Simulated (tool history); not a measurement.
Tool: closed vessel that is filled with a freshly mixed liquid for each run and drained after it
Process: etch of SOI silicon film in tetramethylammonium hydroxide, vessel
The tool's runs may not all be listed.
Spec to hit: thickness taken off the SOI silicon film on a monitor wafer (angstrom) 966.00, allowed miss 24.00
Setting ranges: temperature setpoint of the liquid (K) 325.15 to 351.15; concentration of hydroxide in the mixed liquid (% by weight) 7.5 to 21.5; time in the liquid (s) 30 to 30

run	hour	temperature setpoint of the liquid (K)	concentration of hydroxide in the mixed liquid (% by weight)	time in the liquid (s)	thickness taken off the SOI silicon film on a monitor wafer (angstrom)
1	0.0	338.15	14.5	30	1380.00
2	7.7	338.15	16.5	30	1316.90
3	11.6	338.15	18.5	30	1249.20
4	15.8	343.15	18.5	30	1686.50
5	21.8	340.15	18.5	30	1417.20
6	28.0	338.15	18.5	30	1258.10
7	34.5	336.65	18.5	30	1147.20
8	38.4	335.65	18.5	30	1075.50

5 candidate next runs follow, results not yet known. Just one meets every target within its allowed miss. Identify it.
A	42.3	336.15	21.0	30	?
B	42.3	339.65	20.5	30	?
C	42.3	331.15	12.0	30	?
D	42.3	337.15	17.5	30	?
E	42.3	334.15	17.0	30	?

move	thickness taken off the SOI silicon film on a monitor wafer (angstrom)
A	1051.20
B	1315.00
C	980.92
D	1211.70
E	1019.10
A: closes in on the targets versus the last run, not all within tolerance yet
B: misses by more than the last run did
C: all results in spec
D: misses by more than the last run did
E: closes in on the targets versus the last run, not all within tolerance yet
C is the move that brings every result within its allowed miss.
